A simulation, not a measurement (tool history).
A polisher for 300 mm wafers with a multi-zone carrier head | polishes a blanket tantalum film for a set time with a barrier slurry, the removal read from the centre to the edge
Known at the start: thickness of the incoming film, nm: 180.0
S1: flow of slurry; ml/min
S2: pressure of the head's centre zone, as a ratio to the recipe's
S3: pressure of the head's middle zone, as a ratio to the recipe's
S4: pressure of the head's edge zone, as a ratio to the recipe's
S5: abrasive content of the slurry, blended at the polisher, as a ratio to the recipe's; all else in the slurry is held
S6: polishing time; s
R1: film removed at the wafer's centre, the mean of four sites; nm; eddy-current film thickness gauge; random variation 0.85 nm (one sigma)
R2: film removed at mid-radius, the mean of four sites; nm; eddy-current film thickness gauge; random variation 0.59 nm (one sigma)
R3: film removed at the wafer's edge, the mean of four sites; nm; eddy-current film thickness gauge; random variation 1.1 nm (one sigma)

{"run": 1, "hour": 0.0, "S1": 305, "S2": 1.0, "S3": 1.0, "S4": 1.0, "S5": 1.0, "S6": 32, "R1": 62.028, "R2": 60.541, "R3": 59.279}
{"run": 2, "hour": 6.3, "S1": 310, "S2": 1.01, "S3": 1.04, "S4": 1.05, "S5": 1.15, "S6": 34, "R1": 70.354, "R2": 68.916, "R3": 68.007}
{"run": 3, "hour": 13.8, "S1": 320, "S2": 1.01, "S3": 1.08, "S4": 1.08, "S5": 1.25, "S6": 35, "R1": 73.893, "R2": 74.47, "R3": 71.271}
{"run": 4, "hour": 19.7, "S1": 360, "S2": 1.01, "S3": 1.08, "S4": 1.08, "S5": 1.25, "S6": 35, "R1": 75.935, "R2": 74.59, "R3": 71.528}
{"run": 5, "hour": 21.0, "S1": 360, "S2": 1.01, "S3": 1.15, "S4": 1.08, "S5": 1.25, "S6": 35, "R1": 74.849, "R2": 77.433, "R3": 72.732}
{"run": 6, "hour": 23.8, "S1": 345, "S2": 1.01, "S3": 1.15, "S4": 1.1, "S5": 1.3, "S6": 37, "R1": 81.528, "R2": 82.971, "R3": 77.318}
{"hour": 30.3, "done": "centre zone pressure recalibrated"}
{"run": 7, "hour": 30.3, "S1": 345, "S2": 0.99, "S3": 1.14, "S4": 1.12, "S5": 1.35, "S6": 38, "R1": 75.089, "R2": 85.821, "R3": 82.073}
{"run": 8, "hour": 33.0, "S1": 355, "S2": 1.01, "S3": 1.14, "S4": 1.13, "S5": 1.4, "S6": 39, "R1": 79.011, "R2": 88.897, "R3": 84.592}
{"run": 9, "hour": 41.1, "S1": 360, "S2": 1.04, "S3": 1.14, "S4": 1.14, "S5": 1.45, "S6": 40, "R1": 84.936, "R2": 91.443, "R3": 88.158}

Forecast run 10:
{"run": 10, "hour": 44.7, "S1": 360, "S2": 1.04, "S3": 1.14, "S4": 1.14, "S5": 1.45, "S6": 40, "R1": "?", "R2": "?", "R3": "?"}

R1: 84.969 nm
R2: 91.816 nm
R3: 90.101 nm
